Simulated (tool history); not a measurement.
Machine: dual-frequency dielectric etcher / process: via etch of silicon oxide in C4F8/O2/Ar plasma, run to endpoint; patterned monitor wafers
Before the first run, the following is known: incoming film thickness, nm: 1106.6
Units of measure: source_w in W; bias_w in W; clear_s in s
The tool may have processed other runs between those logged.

Run 1, hour 0: source_w 1700 W, bias_w 1588 W. Result: clear_s 259.25 s.
Run 2, hour 7.6: source_w 1700 W, bias_w 1688 W. Result: clear_s 256.57 s.
Run 3, hour 16: source_w 1480 W, bias_w 1688 W. Result: clear_s 266.9 s.
Run 4, hour 18.7: source_w 1550 W, bias_w 1696 W. Result: clear_s 263.44 s.
Run 5, hour 25.4: source_w 1550 W, bias_w 1552 W. Result: clear_s 268.27 s.
Run 6, hour 32.9: source_w 1550 W, bias_w 1375 W. Result: clear_s 275.08 s.
Run 7, hour 41.2: source_w 1630 W, bias_w 1386 W. Result: clear_s 270.64 s.
Run 8, hour 46.9: source_w 1700 W, bias_w 1396 W. Result: clear_s 267.83 s.

Forecast run 9:
Run 9, hour 48.1: source_w 1770 W, bias_w 1414 W. Result: clear_s ?.

Logged for run 9: clear_s 263.99 s.

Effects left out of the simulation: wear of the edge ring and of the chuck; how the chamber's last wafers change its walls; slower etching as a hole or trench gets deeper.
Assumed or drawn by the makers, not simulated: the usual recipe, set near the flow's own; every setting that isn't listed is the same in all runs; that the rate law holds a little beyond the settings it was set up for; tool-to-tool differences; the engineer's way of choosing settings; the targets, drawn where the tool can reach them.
